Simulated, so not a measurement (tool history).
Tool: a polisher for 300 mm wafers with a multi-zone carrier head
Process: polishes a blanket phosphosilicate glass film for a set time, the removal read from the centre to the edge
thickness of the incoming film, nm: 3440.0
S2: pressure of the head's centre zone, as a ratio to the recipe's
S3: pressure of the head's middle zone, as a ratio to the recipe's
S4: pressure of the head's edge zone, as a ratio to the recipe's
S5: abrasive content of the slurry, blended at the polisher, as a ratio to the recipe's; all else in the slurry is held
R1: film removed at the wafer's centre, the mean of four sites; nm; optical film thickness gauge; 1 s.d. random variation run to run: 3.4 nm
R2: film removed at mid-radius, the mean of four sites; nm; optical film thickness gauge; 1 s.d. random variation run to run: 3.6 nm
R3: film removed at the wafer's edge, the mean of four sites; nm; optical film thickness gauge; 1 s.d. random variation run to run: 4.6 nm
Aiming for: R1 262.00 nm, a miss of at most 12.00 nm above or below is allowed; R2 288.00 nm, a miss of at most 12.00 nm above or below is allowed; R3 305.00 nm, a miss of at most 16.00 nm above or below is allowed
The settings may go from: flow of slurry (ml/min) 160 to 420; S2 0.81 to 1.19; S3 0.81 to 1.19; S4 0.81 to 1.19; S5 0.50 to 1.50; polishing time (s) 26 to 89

{"run": 1, "day": 0.0, "flow of slurry (ml/min)": 270, "S2": 1.0, "S3": 1.0, "S4": 1.0, "S5": 1.0, "polishing time (s)": 57, "R1": 440.96, "R2": 456.95, "R3": 473.5}
{"run": 2, "day": 0.046, "flow of slurry (ml/min)": 270, "S2": 0.98, "S3": 0.99, "S4": 0.99, "S5": 0.9, "polishing time (s)": 55, "R1": 398.54, "R2": 414.0, "R3": 431.42}
{"run": 3, "day": 0.171, "flow of slurry (ml/min)": 270, "S2": 0.96, "S3": 0.98, "S4": 0.98, "S5": 0.85, "polishing time (s)": 54, "R1": 386.03, "R2": 394.98, "R3": 405.67}
{"run": 4, "day": 0.204, "flow of slurry (ml/min)": 270, "S2": 0.96, "S3": 0.98, "S4": 1.06, "S5": 0.85, "polishing time (s)": 54, "R1": 378.94, "R2": 397.27, "R3": 422.57}
{"run": 5, "day": 0.229, "flow of slurry (ml/min)": 210, "S2": 0.96, "S3": 0.98, "S4": 1.06, "S5": 0.85, "polishing time (s)": 54, "R1": 370.46, "R2": 392.24, "R3": 413.94}
{"run": 6, "day": 0.329, "flow of slurry (ml/min)": 210, "S2": 0.96, "S3": 0.98, "S4": 0.98, "S5": 0.85, "polishing time (s)": 54, "R1": 384.11, "R2": 387.11, "R3": 407.23}
{"run": 7, "day": 0.521, "flow of slurry (ml/min)": 210, "S2": 0.96, "S3": 0.98, "S4": 0.98, "S5": 0.85, "polishing time (s)": 54, "R1": 372.59, "R2": 379.7, "R3": 407.01}
{"run": 8, "day": 0.567, "flow of slurry (ml/min)": 205, "S2": 0.94, "S3": 0.98, "S4": 0.99, "S5": 0.8, "polishing time (s)": 53, "R1": 349.88, "R2": 366.44, "R3": 385.78}
{"day": 0.625, "done": "edge zone pressure recalibrated"}
{"run": 9, "day": 0.625, "flow of slurry (ml/min)": 205, "S2": 0.92, "S3": 0.98, "S4": 0.99, "S5": 0.75, "polishing time (s)": 52, "R1": 328.56, "R2": 352.53, "R3": 360.32}
{"run": 10, "day": 0.929, "flow of slurry (ml/min)": 190, "S2": 0.82, "S3": 0.88, "S4": 1.02, "S5": 0.5, "polishing time (s)": 51, "R1": 231.86, "R2": 268.14, "R3": 304.82}

Pick the move, out of 4, that brings all results within their allowed miss; only one does.
{"run": "A", "day": 1.233, "flow of slurry (ml/min)": 185, "S2": 0.83, "S3": 1.11, "S4": 0.84, "S5": 0.5, "polishing time (s)": 49, "R1": "?", "R2": "?", "R3": "?"}
{"run": "B", "day": 1.233, "flow of slurry (ml/min)": 170, "S2": 0.88, "S3": 0.94, "S4": 1.0, "S5": 0.7, "polishing time (s)": 46, "R1": "?", "R2": "?", "R3": "?"}
{"run": "C", "day": 1.233, "flow of slurry (ml/min)": 175, "S2": 0.92, "S3": 1.15, "S4": 0.89, "S5": 0.75, "polishing time (s)": 42, "R1": "?", "R2": "?", "R3": "?"}
{"run": "D", "day": 1.233, "flow of slurry (ml/min)": 220, "S2": 0.87, "S3": 1.19, "S4": 0.85, "S5": 0.5, "polishing time (s)": 47, "R1": "?", "R2": "?", "R3": "?"}

move=A R1=225.25 R2=315.58 R3=262.16
move=B R1=254.68 R2=292.76 R3=302.00
move=C R1=251.07 R2=326.96 R3=269.90
move=D R1=230.54 R2=326.31 R3=255.25
A: its largest miss is bigger than the last run's
B: all results land within tolerance of their targets
C: the furthest-off result lands on target, but another misses its tolerance
D: its largest miss is bigger than the last run's
B meets every target.
